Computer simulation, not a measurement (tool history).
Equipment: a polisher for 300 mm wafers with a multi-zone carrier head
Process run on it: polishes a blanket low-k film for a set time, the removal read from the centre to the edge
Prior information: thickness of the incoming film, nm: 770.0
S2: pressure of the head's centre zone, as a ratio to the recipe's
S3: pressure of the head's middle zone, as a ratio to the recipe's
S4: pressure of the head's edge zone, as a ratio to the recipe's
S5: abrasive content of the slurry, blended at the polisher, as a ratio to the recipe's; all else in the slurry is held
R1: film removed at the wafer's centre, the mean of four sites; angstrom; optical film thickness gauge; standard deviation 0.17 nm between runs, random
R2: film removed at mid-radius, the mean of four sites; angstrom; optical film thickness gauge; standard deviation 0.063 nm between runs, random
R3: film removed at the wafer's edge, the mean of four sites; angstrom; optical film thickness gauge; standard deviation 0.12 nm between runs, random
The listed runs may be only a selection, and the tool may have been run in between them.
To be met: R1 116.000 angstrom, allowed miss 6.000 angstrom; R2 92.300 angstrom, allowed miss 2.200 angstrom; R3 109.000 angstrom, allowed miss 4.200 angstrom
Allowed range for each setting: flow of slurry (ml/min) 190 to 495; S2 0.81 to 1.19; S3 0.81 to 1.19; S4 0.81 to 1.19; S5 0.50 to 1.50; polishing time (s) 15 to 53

Run 1, hour 0.0: flow of slurry (ml/min) 320, S2 1.00, S3 1.00, S4 1.00, S5 1.00, polishing time (s) 34. Result: R1 106.380 angstrom, R2 105.320 angstrom, R3 110.640 angstrom.
Run 2, hour 8.0: flow of slurry (ml/min) 315, S2 1.02, S3 0.98, S4 1.00, S5 1.00, polishing time (s) 34. Result: R1 110.210 angstrom, R2 105.420 angstrom, R3 110.750 angstrom.
Run 3, hour 9.7: flow of slurry (ml/min) 315, S2 1.02, S3 0.98, S4 1.00, S5 0.85, polishing time (s) 34. Result: R1 98.599 angstrom, R2 91.334 angstrom, R3 98.437 angstrom.
Run 4, hour 10.8: flow of slurry (ml/min) 315, S2 1.02, S3 0.98, S4 1.00, S5 0.85, polishing time (s) 30. Result: R1 85.935 angstrom, R2 81.351 angstrom, R3 85.133 angstrom.
Run 5, hour 16.4: flow of slurry (ml/min) 315, S2 1.02, S3 0.98, S4 0.93, S5 0.85, polishing time (s) 30. Result: R1 83.118 angstrom, R2 80.848 angstrom, R3 81.537 angstrom.
At hour 20.3: edge zone pressure recalibrated.
Run 6, hour 20.3: flow of slurry (ml/min) 315, S2 1.03, S3 0.98, S4 0.97, S5 0.85, polishing time (s) 30. Result: R1 87.545 angstrom, R2 80.921 angstrom, R3 80.195 angstrom.
Run 7, hour 27.8: flow of slurry (ml/min) 315, S2 1.03, S3 0.97, S4 1.00, S5 0.90, polishing time (s) 30. Result: R1 90.573 angstrom, R2 85.188 angstrom, R3 88.145 angstrom.
Run 8, hour 29.8: flow of slurry (ml/min) 315, S2 1.04, S3 0.95, S4 1.03, S5 0.90, polishing time (s) 30. Result: R1 92.048 angstrom, R2 82.877 angstrom, R3 89.637 angstrom.

Which of these 4 next moves meets every target?
Run A, hour 31.8: flow of slurry (ml/min) 315, S2 1.07, S3 1.05, S4 1.07, S5 0.85, polishing time (s) 35. Result: R1 ?, R2 ?, R3 ?.
Run B, hour 31.8: flow of slurry (ml/min) 335, S2 1.08, S3 0.93, S4 1.06, S5 0.90, polishing time (s) 36. Result: R1 ?, R2 ?, R3 ?.
Run C, hour 31.8: flow of slurry (ml/min) 310, S2 1.09, S3 0.87, S4 1.07, S5 0.80, polishing time (s) 40. Result: R1 ?, R2 ?, R3 ?.
Run D, hour 31.8: flow of slurry (ml/min) 325, S2 0.90, S3 0.83, S4 1.14, S5 1.25, polishing time (s) 32. Result: R1 ?, R2 ?, R3 ?.

move       R1      R2       R3
   A  105.170  99.346  100.130
   B  114.940  97.131  107.990
   C  115.710  91.756  108.570
   D  104.490  96.766  122.740
A: closer than the last run, but not yet in spec
B: meets the target for the result that was furthest off, but another lies outside its allowed miss
C: hits every target within its allowed miss
D: pushes the last run's worst result past its target
C meets every target.
